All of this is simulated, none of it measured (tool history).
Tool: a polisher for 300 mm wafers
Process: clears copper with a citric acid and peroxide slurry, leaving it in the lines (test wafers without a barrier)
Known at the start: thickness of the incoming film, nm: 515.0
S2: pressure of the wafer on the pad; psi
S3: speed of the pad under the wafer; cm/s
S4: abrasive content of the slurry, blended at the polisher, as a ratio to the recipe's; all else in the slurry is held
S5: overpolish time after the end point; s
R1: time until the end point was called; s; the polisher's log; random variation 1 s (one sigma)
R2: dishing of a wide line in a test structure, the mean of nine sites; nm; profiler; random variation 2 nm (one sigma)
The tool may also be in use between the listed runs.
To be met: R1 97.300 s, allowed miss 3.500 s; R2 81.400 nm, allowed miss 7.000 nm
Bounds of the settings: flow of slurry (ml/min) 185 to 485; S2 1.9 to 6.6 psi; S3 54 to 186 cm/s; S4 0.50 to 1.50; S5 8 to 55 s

run 1 hour=0.0 | flow_of_slurry_(ml/min)=310 S2=4.2 S3=118 S4=1.00 S5=28 | R1=160.770 R2=60.431
run 2 hour=5.7 | flow_of_slurry_(ml/min)=310 S2=4.4 S3=118 S4=1.00 S5=28 | R1=152.740 R2=60.211
run 3 hour=7.2 | flow_of_slurry_(ml/min)=270 S2=4.4 S3=118 S4=1.00 S5=28 | R1=154.070 R2=59.157
run 4 hour=9.4 | flow_of_slurry_(ml/min)=270 S2=4.6 S3=118 S4=1.00 S5=28 | R1=147.170 R2=62.535
run 5 hour=13.6 | flow_of_slurry_(ml/min)=270 S2=4.8 S3=118 S4=1.00 S5=28 | R1=144.400 R2=67.701
run 6 hour=21.1 | flow_of_slurry_(ml/min)=270 S2=4.0 S3=118 S4=1.00 S5=28 | R1=168.480 R2=59.370
run 7 hour=28.4 | flow_of_slurry_(ml/min)=270 S2=4.3 S3=118 S4=1.00 S5=28 | R1=159.270 R2=58.673
run 8 hour=33.4 | flow_of_slurry_(ml/min)=270 S2=4.5 S3=118 S4=1.00 S5=28 | R1=152.300 R2=62.386
run 9 hour=42.0 | flow_of_slurry_(ml/min)=270 S2=4.7 S3=118 S4=1.00 S5=28 | R1=145.120 R2=64.352
run 10 hour=44.3 | flow_of_slurry_(ml/min)=270 S2=4.9 S3=118 S4=1.00 S5=28 | R1=139.900 R2=65.590
run 11 hour=52.1 | flow_of_slurry_(ml/min)=270 S2=5.1 S3=118 S4=1.00 S5=28 | R1=134.580 R2=69.437
run 12 hour=60.4 | flow_of_slurry_(ml/min)=270 S2=5.3 S3=118 S4=1.00 S5=28 | R1=129.280 R2=69.575
run 13 hour=66.4 | flow_of_slurry_(ml/min)=270 S2=5.4 S3=118 S4=1.00 S5=28 | R1=127.940 R2=73.473
run 14 hour=73.1 | flow_of_slurry_(ml/min)=270 S2=5.5 S3=118 S4=1.00 S5=27 | R1=125.270 R2=69.932
run 15 hour=75.0 | flow_of_slurry_(ml/min)=270 S2=5.5 S3=118 S4=1.00 S5=27 | R1=126.340 R2=71.826
run 16 hour=76.7 | flow_of_slurry_(ml/min)=270 S2=5.6 S3=118 S4=1.00 S5=27 | R1=120.620 R2=71.171
run 17 hour=83.8 | flow_of_slurry_(ml/min)=270 S2=5.7 S3=118 S4=1.00 S5=27 | R1=120.790 R2=76.038
run 18 hour=92.1 | flow_of_slurry_(ml/min)=270 S2=5.8 S3=118 S4=1.00 S5=26 | R1=118.890 R2=72.237
run 19 hour=100.3 | flow_of_slurry_(ml/min)=270 S2=5.8 S3=118 S4=1.00 S5=26 | R1=120.190 R2=73.832
run 20 hour=107.7 | flow_of_slurry_(ml/min)=270 S2=5.9 S3=120 S4=1.00 S5=26 | R1=114.850 R2=76.160
run 21 hour=112.5 | flow_of_slurry_(ml/min)=270 S2=6.6 S3=122 S4=1.00 S5=23 | R1=100.600 R2=73.398

5 next moves are on the table. One of them brings every result within its allowed miss. Which?
run A hour=117.3 | flow_of_slurry_(ml/min)=225 S2=6.6 S3=126 S4=1.05 S5=19 | R1=? R2=?
run B hour=117.3 | flow_of_slurry_(ml/min)=300 S2=6.6 S3=128 S4=0.95 S5=20 | R1=? R2=?
run C hour=117.3 | flow_of_slurry_(ml/min)=445 S2=6.3 S3=140 S4=0.70 S5=25 | R1=? R2=?
run D hour=117.3 | flow_of_slurry_(ml/min)=250 S2=6.6 S3=140 S4=0.95 S5=23 | R1=? R2=?
run E hour=117.3 | flow_of_slurry_(ml/min)=260 S2=6.1 S3=150 S4=1.05 S5=23 | R1=? R2=?

move=A R1=99.733 R2=67.954
move=B R1=98.520 R2=71.325
move=C R1=98.121 R2=83.824
move=D R1=91.489 R2=83.367
move=E R1=90.649 R2=83.335
A: further off than the last run
B: further off than the last run
C: meets every target
D: brings the result that was furthest off to its target, and leaves another outside
E: brings the result that was furthest off to its target, and leaves another outside
Answer: C
